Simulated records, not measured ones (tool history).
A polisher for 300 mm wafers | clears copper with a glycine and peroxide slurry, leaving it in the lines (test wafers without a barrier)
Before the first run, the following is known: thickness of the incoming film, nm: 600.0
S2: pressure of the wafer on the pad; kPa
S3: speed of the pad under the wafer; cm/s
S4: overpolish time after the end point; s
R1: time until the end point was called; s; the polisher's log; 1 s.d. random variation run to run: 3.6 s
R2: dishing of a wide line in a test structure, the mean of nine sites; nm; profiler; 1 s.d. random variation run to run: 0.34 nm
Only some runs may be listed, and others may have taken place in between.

{"run": 1, "hour": 0.0, "flow of slurry (ml/min)": 200, "S2": 21.4, "S3": 78, "S4": 24, "R1": 119.66, "R2": 21.325}
{"run": 2, "hour": 3.7, "flow of slurry (ml/min)": 200, "S2": 21.4, "S3": 88, "S4": 24, "R1": 107.62, "R2": 21.347}
{"run": 3, "hour": 10.2, "flow of slurry (ml/min)": 175, "S2": 22.1, "S3": 74, "S4": 19, "R1": 123.13, "R2": 21.853}
{"run": 4, "hour": 17.2, "flow of slurry (ml/min)": 225, "S2": 22.1, "S3": 74, "S4": 19, "R1": 117.34, "R2": 20.676}
{"run": 5, "hour": 21.1, "flow of slurry (ml/min)": 185, "S2": 22.1, "S3": 74, "S4": 19, "R1": 121.93, "R2": 20.733}
{"run": 6, "hour": 25.2, "flow of slurry (ml/min)": 220, "S2": 21.4, "S3": 62, "S4": 15, "R1": 138.27, "R2": 20.322}
{"run": 7, "hour": 31.7, "flow of slurry (ml/min)": 245, "S2": 20.7, "S3": 56, "S4": 13, "R1": 151.26, "R2": 18.871}
{"run": 8, "hour": 32.8, "flow of slurry (ml/min)": 260, "S2": 19.3, "S3": 54, "S4": 11, "R1": 161.93, "R2": 17.859}

What will run 9 give?
{"run": 9, "hour": 34.7, "flow of slurry (ml/min)": 260, "S2": 18.6, "S3": 54, "S4": 11, "R1": "?", "R2": "?"}

R1: 159.86 s
R2: 17.445 nm
